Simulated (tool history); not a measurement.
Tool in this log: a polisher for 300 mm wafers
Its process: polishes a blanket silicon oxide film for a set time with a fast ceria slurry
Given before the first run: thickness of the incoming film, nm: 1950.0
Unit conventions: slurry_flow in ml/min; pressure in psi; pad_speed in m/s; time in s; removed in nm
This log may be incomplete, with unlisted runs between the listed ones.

{"run": 1, "hour": 0.0, "slurry_flow": 290, "pressure": 2.3, "pad_speed": 1.26, "time": 27, "removed": 496.94}
{"run": 2, "hour": 1.1, "slurry_flow": 290, "pressure": 2.3, "pad_speed": 1.16, "time": 27, "removed": 459.99}
{"run": 3, "hour": 2.1, "slurry_flow": 290, "pressure": 2.1, "pad_speed": 1.16, "time": 27, "removed": 434.49}
{"run": 4, "hour": 8.7, "slurry_flow": 290, "pressure": 1.9, "pad_speed": 1.14, "time": 27, "removed": 384.1}
{"run": 5, "hour": 11.3, "slurry_flow": 290, "pressure": 1.9, "pad_speed": 1.4, "time": 27, "removed": 467.52}
{"run": 6, "hour": 15.9, "slurry_flow": 290, "pressure": 1.9, "pad_speed": 1.4, "time": 24, "removed": 416.55}
{"run": 7, "hour": 18.6, "slurry_flow": 290, "pressure": 1.8, "pad_speed": 1.4, "time": 24, "removed": 392.67}

The next listed run, before its measurement:
{"run": 8, "hour": 21.8, "slurry_flow": 290, "pressure": 1.7, "pad_speed": 1.4, "time": 24, "removed": "?"}

removed: 368.04 nm
